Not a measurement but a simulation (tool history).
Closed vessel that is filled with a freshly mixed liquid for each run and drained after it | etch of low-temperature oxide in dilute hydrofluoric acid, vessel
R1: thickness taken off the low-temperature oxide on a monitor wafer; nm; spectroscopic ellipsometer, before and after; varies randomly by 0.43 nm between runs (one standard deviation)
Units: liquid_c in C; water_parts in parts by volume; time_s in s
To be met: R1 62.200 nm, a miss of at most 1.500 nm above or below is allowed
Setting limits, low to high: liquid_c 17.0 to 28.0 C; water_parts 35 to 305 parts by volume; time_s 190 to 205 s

{"run": 1, "day": 0.0, "liquid_c": 20.0, "water_parts": 170, "time_s": 190, "R1": 29.402}
{"run": 2, "day": 0.267, "liquid_c": 21.0, "water_parts": 160, "time_s": 190, "R1": 32.644}
{"run": 3, "day": 0.638, "liquid_c": 21.0, "water_parts": 160, "time_s": 205, "R1": 34.685}
{"run": 4, "day": 0.925, "liquid_c": 22.0, "water_parts": 150, "time_s": 205, "R1": 39.349}
{"run": 5, "day": 1.004, "liquid_c": 22.0, "water_parts": 150, "time_s": 190, "R1": 36.337}
{"run": 6, "day": 1.342, "liquid_c": 22.0, "water_parts": 150, "time_s": 205, "R1": 39.18}
{"day": 1.583, "done": "thermometer replaced"}
{"run": 7, "day": 1.583, "liquid_c": 23.0, "water_parts": 145, "time_s": 205, "R1": 46.358}
{"run": 8, "day": 1.838, "liquid_c": 23.5, "water_parts": 145, "time_s": 205, "R1": 46.961}

5 candidate next runs follow, results not yet known. Just one meets every target within its allowed miss. Identify it.
{"run": "A", "day": 2.092, "liquid_c": 23.5, "water_parts": 120, "time_s": 205, "R1": "?"}
{"run": "B", "day": 2.092, "liquid_c": 22.0, "water_parts": 160, "time_s": 190, "R1": "?"}
{"run": "C", "day": 2.092, "liquid_c": 22.5, "water_parts": 110, "time_s": 205, "R1": "?"}
{"run": "D", "day": 2.092, "liquid_c": 24.0, "water_parts": 120, "time_s": 205, "R1": "?"}
{"run": "E", "day": 2.092, "liquid_c": 22.5, "water_parts": 115, "time_s": 205, "R1": "?"}

move=A R1=58.729
move=B R1=36.810
move=C R1=62.310
move=D R1=59.890
move=E R1=59.255
A: gains on the last run, yet a result remains outside its allowed miss
B: misses by more than the last run did
C: in spec on every target
D: gains on the last run, yet a result remains outside its allowed miss
E: gains on the last run, yet a result remains outside its allowed miss
Correct choice: C, which meets every target

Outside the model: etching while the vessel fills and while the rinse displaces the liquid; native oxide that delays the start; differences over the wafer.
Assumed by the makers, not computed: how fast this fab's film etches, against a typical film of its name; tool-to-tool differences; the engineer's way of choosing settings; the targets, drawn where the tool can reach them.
